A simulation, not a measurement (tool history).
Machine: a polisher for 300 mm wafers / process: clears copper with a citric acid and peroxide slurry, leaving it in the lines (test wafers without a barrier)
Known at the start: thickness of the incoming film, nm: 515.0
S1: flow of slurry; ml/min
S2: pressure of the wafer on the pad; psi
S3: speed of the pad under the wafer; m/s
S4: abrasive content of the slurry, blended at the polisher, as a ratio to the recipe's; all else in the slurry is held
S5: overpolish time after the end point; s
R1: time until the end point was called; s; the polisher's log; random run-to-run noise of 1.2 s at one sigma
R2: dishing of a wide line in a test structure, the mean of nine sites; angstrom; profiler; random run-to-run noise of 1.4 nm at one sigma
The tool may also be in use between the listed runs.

run  hour   S1   S2    S3    S4  S5       R1       R2
  1   0.0  260  3.6  1.38  1.00  19  115.780   545.00
  2   1.3  260  3.6  1.38  1.00  15  117.610   449.01
  3   7.1  260  3.6  1.50  1.00  15  106.850   476.02
  4  15.4  260  3.7  1.54  1.00  16   97.200   529.60
  5  19.4  260  3.8  1.56  1.00  17   97.130   560.44
  6  20.8  260  3.9  1.60  1.00  18   90.628   606.47
  7  28.8  260  3.9  1.60  1.00  18   94.403   611.02
  8  35.4  260  4.0  1.64  1.00  19   92.172   676.33
  9  38.7  260  4.2  1.66  1.00  19   85.517   680.47
 10  41.6  270  4.6  2.04  1.05  28   61.869  1093.10

Estimate the outcome of run 11 from the log above:
 11  48.9  270  4.8  2.02  1.05  29   ?   ?

Logged for run 11: R1 58.535 s, R2 1127.70 angstrom.

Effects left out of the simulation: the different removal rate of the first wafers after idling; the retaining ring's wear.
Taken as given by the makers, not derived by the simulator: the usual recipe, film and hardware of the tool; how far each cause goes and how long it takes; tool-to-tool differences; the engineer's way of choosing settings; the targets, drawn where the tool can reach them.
